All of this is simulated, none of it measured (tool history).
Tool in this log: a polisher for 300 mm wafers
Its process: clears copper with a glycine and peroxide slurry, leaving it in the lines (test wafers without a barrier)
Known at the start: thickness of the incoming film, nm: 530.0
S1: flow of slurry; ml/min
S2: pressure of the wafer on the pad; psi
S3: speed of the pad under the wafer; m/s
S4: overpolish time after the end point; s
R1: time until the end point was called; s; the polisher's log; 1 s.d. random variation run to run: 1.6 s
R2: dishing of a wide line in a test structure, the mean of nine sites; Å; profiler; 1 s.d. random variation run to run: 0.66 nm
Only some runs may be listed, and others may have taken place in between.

run,hour,S1,S2,S3,S4,R1,R2
1,0,265,2.4,1.1,25,90.227,761.73
2,6.5,260,2.2,1.16,22,94.415,674.59
3,13.2,250,2,1.24,19,97.993,614.92
4,20.5,190,2,1.24,19,103.33,595.29
5,24.5,200,1.8,1.3,17,107.22,539.2
6,33.1,200,1.5,1.3,17,122.96,467.72
7,33.7,220,1.5,1.34,15,117.06,445.9

What does the tool deliver on the next run?
8,34.6,230,1.5,1.36,14,?,?

Run 8 produced R1 111.98 s, R2 427.24 Å.
